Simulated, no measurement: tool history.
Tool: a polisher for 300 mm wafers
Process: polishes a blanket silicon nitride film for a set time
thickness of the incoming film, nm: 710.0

| run | day | flow of slurry (ml/min) | pressure of the wafer on the pad (psi) | speed of the pad under the wafer (m/s) | polishing time (s) | film removed (Å) |
|---|---|---|---|---|---|---|
| 1 | 0.000 | 220 | 3.4 | 1.42 | 55 | 1056.10 |
| 2 | 0.121 | 190 | 3.4 | 1.42 | 55 | 1033.20 |
| 3 | 0.492 | 190 | 3.4 | 1.42 | 55 | 1035.20 |
| 4 | 0.629 | 190 | 3.1 | 1.38 | 55 | 920.77 |
| 5 | 0.792 | 190 | 3.5 | 1.38 | 55 | 1043.40 |
| 6 | 1.154 | 190 | 4.1 | 1.38 | 55 | 1203.50 |
| 7 | 1.275 | 180 | 3.1 | 0.98 | 54 | 683.50 |
| 8 | 1.467 | 180 | 2.9 | 0.98 | 54 | 647.14 |
| 9 | 1.708 | 180 | 2.8 | 0.98 | 54 | 624.51 |
| 10 | 1.946 | 180 | 2.7 | 0.98 | 54 | 599.52 |
| 11 | 2.012 | 175 | 1.9 | 0.96 | 54 | 417.38 |
| 12 | 2.267 | 185 | 1.9 | 0.96 | 54 | 421.53 |
| 13 | 2.633 | 225 | 2.4 | 0.96 | 54 | 547.25 |
| 14 | 2.896 | 215 | 2.4 | 0.96 | 54 | 538.13 |

Forecast run 15:
| 15 | 2.992 | 175 | 2.1 | 0.96 | 54 | ? |

Run 15 gave film removed (Å) 460.90.
